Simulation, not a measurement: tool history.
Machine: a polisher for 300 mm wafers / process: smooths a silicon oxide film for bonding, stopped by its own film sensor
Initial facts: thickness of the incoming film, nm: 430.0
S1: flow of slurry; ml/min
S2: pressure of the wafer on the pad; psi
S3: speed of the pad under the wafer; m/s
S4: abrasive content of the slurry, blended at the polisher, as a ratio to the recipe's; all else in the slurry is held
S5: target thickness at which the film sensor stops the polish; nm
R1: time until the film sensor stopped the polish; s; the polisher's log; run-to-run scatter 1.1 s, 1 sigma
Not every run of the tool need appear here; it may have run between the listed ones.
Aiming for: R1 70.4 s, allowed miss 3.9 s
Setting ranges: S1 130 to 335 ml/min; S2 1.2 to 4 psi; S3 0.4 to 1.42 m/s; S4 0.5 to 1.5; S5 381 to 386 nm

| run | hour | S1 | S2 | S3 | S4 | S5 | R1 |
|---|---|---|---|---|---|---|---|
| 1 | 0 | 215 | 2.6 | 0.9 | 1 | 381 | 44.458 |
| 2 | 7.8 | 215 | 2.6 | 0.9 | 1.15 | 381 | 40.674 |
| 3 | 11.2 | 215 | 2.6 | 0.9 | 1.15 | 381 | 41.418 |
| 4 | 19.5 | 215 | 2.3 | 0.88 | 1.15 | 381 | 47.789 |
| 5 | 27 | 215 | 2.1 | 0.88 | 1.15 | 381 | 51.369 |
| 6 | 34.3 | 215 | 1.9 | 0.88 | 1.15 | 381 | 55.879 |
| 7 | 42.4 | 215 | 1.8 | 0.88 | 1.15 | 381 | 59.639 |
| 8 | 45.9 | 215 | 1.4 | 0.86 | 1.15 | 381 | 76.814 |
| 9 | 50.2 | 215 | 1.4 | 0.86 | 1.15 | 381 | 75.845 |

Of the 4 settings listed for the next run, only one would bring every result within its allowed miss of target. Which one?
| A | 54.5 | 285 | 1.5 | 0.66 | 1.1 | 383 | ? |
| B | 54.5 | 220 | 1.3 | 0.82 | 1.15 | 383 | ? |
| C | 54.5 | 260 | 1.4 | 0.68 | 1.15 | 382 | ? |
| D | 54.5 | 300 | 1.2 | 1.26 | 0.9 | 381 | ? |

| move | R1 |
|---|---|
| A | 84.533 |
| B | 81.893 |
| C | 88.765 |
| D | 71.263 |
A: lands further from the targets than the last run did
B: lands further from the targets than the last run did
C: lands further from the targets than the last run did
D: each result inside its tolerance
D meets every target.
